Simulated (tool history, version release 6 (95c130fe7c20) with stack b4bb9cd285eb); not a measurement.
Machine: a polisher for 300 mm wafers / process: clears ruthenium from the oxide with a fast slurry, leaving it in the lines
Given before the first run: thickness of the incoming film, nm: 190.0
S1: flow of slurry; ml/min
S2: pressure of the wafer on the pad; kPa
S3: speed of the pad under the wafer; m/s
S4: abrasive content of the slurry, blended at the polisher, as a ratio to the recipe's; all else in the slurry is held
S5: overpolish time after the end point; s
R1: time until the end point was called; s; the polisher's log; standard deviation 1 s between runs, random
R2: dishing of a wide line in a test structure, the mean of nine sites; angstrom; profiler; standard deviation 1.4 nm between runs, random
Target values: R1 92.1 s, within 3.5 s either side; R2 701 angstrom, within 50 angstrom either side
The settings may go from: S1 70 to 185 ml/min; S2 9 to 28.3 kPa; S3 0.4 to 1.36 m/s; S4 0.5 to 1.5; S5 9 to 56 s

run  hour   S1    S2    S3  S4  S5      R1      R2
  1     0  120  18.6  0.88   1  29  60.406  759.05
  2   6.8  120  18.6  0.88   1  33  62.785  819.23
  3   9.9  145  18.6  0.88   1  33   61.33  831.72
  4  13.7  145  16.5  0.88   1  35  69.229  796.84
  5  16.5  145  16.5   0.8   1  35  72.344  737.32
  6  19.7  145  15.2   0.8   1  37  81.653  760.26
  7  23.9  145  14.5   0.8   1  37  84.466  717.58
  8  26.2  145  13.8   0.8   1  37  86.602  712.16

5 candidate next runs follow, results not yet known. Just one meets every target within its allowed miss. Identify it.
  A  28.5  180     9  1.04   1.1  34   ?   ?
  B  28.5  155  11.7  1.02     1  36   ?   ?
  C  28.5  120  17.9  0.64  0.85  39   ?   ?
  D  28.5  150  15.2  0.88  0.75  38   ?   ?
  E  28.5  165  13.8  0.76  0.95  32   ?   ?

move      R1      R2
   A  94.737  599.47
   B  79.556  717.74
   C  90.058  694.25
   D  82.396  728.04
   E  90.389  592.95
A: brings the last run's worst result on target, with another outside its allowed miss
B: its largest miss is bigger than the last run's
C: in spec on every target
D: its largest miss is bigger than the last run's
E: brings the last run's worst result on target, with another outside its allowed miss
C meets every target.

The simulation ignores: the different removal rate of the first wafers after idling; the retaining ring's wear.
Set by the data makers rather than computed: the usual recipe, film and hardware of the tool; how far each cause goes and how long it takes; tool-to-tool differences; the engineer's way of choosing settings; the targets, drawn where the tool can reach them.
